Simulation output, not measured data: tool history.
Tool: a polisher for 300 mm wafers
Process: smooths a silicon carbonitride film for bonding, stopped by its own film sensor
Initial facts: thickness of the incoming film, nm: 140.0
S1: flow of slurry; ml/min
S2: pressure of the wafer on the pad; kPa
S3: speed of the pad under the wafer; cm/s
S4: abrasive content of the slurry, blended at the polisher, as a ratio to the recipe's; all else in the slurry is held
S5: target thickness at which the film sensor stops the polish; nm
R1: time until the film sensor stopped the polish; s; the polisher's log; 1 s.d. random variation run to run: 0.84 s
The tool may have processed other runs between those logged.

run 1 day=0 | S1=195 S2=19.3 S3=114 S4=1 S5=119 | R1=63.785
run 2 day=0.238 | S1=195 S2=19.3 S3=114 S4=0.9 S5=119 | R1=68.852
run 3 day=0.388 | S1=195 S2=18.6 S3=114 S4=0.9 S5=119 | R1=71.848
run 4 day=0.412 | S1=195 S2=17.9 S3=114 S4=0.9 S5=119 | R1=73.505
run 5 day=0.7 | S1=195 S2=17.9 S3=114 S4=1.1 S5=119 | R1=65.069
run 6 day=0.779 | S1=195 S2=17.9 S3=132 S4=1.1 S5=119 | R1=61.135
-- day=0.921 worn pad replaced by a new one
run 7 day=0.921 | S1=195 S2=17.2 S3=132 S4=1.1 S5=119 | R1=58.885

The next listed run, before its measurement:
run 8 day=1.212 | S1=195 S2=15.9 S3=132 S4=1.1 S5=119 | R1=?

{"run 8": {"R1": 62.24}}
